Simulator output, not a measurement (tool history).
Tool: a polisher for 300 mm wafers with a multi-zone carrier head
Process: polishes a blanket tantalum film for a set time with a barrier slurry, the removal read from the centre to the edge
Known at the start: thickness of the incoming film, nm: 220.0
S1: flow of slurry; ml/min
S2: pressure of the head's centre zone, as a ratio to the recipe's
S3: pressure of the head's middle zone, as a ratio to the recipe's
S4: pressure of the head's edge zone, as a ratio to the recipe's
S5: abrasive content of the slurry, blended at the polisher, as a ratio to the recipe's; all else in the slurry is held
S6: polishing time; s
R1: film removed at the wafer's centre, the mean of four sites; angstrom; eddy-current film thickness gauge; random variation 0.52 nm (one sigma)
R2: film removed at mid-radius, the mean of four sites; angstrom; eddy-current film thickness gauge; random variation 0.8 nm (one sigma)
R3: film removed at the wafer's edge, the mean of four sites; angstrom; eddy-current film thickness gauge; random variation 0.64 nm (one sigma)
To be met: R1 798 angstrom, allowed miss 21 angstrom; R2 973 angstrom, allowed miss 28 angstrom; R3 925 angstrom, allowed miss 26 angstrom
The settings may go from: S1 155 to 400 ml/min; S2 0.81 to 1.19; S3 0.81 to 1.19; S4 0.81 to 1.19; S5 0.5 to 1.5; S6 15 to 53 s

{"run": 1, "day": 0.0, "S1": 255, "S2": 1, "S3": 1, "S4": 1, "S5": 1, "S6": 34, "R1": 604.01, "R2": 624.99, "R3": 613.69}
{"run": 2, "day": 0.042, "S1": 215, "S2": 1, "S3": 1, "S4": 1, "S5": 1, "S6": 34, "R1": 589.61, "R2": 607.58, "R3": 602.53}
{"run": 3, "day": 0.342, "S1": 215, "S2": 1, "S3": 1, "S4": 1, "S5": 0.9, "S6": 34, "R1": 568.61, "R2": 585.87, "R3": 583.09}
{"run": 4, "day": 0.571, "S1": 215, "S2": 1, "S3": 1.08, "S4": 1, "S5": 0.9, "S6": 34, "R1": 569.5, "R2": 630.21, "R3": 584.42}
{"run": 5, "day": 0.838, "S1": 230, "S2": 0.99, "S3": 1.09, "S4": 1.04, "S5": 1.05, "S6": 35, "R1": 611.64, "R2": 692.03, "R3": 641.56}
{"run": 6, "day": 1.067, "S1": 240, "S2": 0.98, "S3": 1.09, "S4": 1.07, "S5": 1.15, "S6": 36, "R1": 642.58, "R2": 735.43, "R3": 684}
{"day": 1.108, "done": "worn pad replaced by a new one"}
{"run": 7, "day": 1.108, "S1": 250, "S2": 0.97, "S3": 1.09, "S4": 1.09, "S5": 1.25, "S6": 37, "R1": 745.6, "R2": 845.51, "R3": 814.13}
{"run": 8, "day": 1.458, "S1": 275, "S2": 0.96, "S3": 1.1, "S4": 1.1, "S5": 1.25, "S6": 37, "R1": 743.66, "R2": 862.86, "R3": 829.06}

Which of these 4 next moves meets every target?
{"run": "A", "day": 1.808, "S1": 285, "S2": 0.87, "S3": 1.15, "S4": 1, "S5": 1.35, "S6": 41, "R1": "?", "R2": "?", "R3": "?"}
{"run": "B", "day": 1.808, "S1": 270, "S2": 1.15, "S3": 1.07, "S4": 1, "S5": 1.25, "S6": 35, "R1": "?", "R2": "?", "R3": "?"}
{"run": "C", "day": 1.808, "S1": 270, "S2": 0.92, "S3": 1.1, "S4": 1.1, "S5": 1.35, "S6": 41, "R1": "?", "R2": "?", "R3": "?"}
{"run": "D", "day": 1.808, "S1": 355, "S2": 0.85, "S3": 0.88, "S4": 1.19, "S5": 1.2, "S6": 39, "R1": "?", "R2": "?", "R3": "?"}

move=A R1=767.85 R2=1020.5 R3=886.87
move=B R1=846.99 R2=798.62 R3=741.26
move=C R1=806.73 R2=976.02 R3=926.07
move=D R1=709.06 R2=769.13 R3=913.72
A: takes the result that was furthest off past its target
B: further off than the last run
C: meets every target
D: further off than the last run
The right move is C.
